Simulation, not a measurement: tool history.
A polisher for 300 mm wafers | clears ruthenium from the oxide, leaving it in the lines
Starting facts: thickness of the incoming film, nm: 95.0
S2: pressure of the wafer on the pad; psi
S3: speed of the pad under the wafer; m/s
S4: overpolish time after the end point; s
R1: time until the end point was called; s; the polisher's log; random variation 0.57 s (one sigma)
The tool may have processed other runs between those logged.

run 1 hour=0.0 | flow_of_slurry_(ml/min)=150 S2=1.7 S3=0.76 S4=15 | R1=143.450
run 2 hour=4.3 | flow_of_slurry_(ml/min)=115 S2=1.7 S3=0.76 S4=15 | R1=150.170
run 3 hour=5.6 | flow_of_slurry_(ml/min)=95 S2=1.7 S3=0.76 S4=15 | R1=161.250
run 4 hour=13.2 | flow_of_slurry_(ml/min)=95 S2=1.9 S3=0.76 S4=15 | R1=143.630
run 5 hour=20.7 | flow_of_slurry_(ml/min)=95 S2=1.5 S3=0.76 S4=15 | R1=182.190
run 6 hour=27.5 | flow_of_slurry_(ml/min)=90 S2=1.5 S3=0.76 S4=15 | R1=185.480
run 7 hour=30.9 | flow_of_slurry_(ml/min)=120 S2=1.8 S3=0.76 S4=15 | R1=141.620
run 8 hour=36.9 | flow_of_slurry_(ml/min)=140 S2=2.0 S3=0.76 S4=15 | R1=124.220
run 9 hour=44.2 | flow_of_slurry_(ml/min)=155 S2=2.2 S3=0.76 S4=15 | R1=110.770
run 10 hour=49.8 | flow_of_slurry_(ml/min)=160 S2=2.7 S3=0.90 S4=15 | R1=76.457
run 11 hour=57.5 | flow_of_slurry_(ml/min)=165 S2=2.7 S3=0.90 S4=15 | R1=76.691
run 12 hour=65.5 | flow_of_slurry_(ml/min)=170 S2=2.7 S3=0.90 S4=15 | R1=75.588

Expected results for the next run?
run 13 hour=66.1 | flow_of_slurry_(ml/min)=170 S2=2.7 S3=0.90 S4=15 | R1=?

Run 13 gave R1 75.799 s.
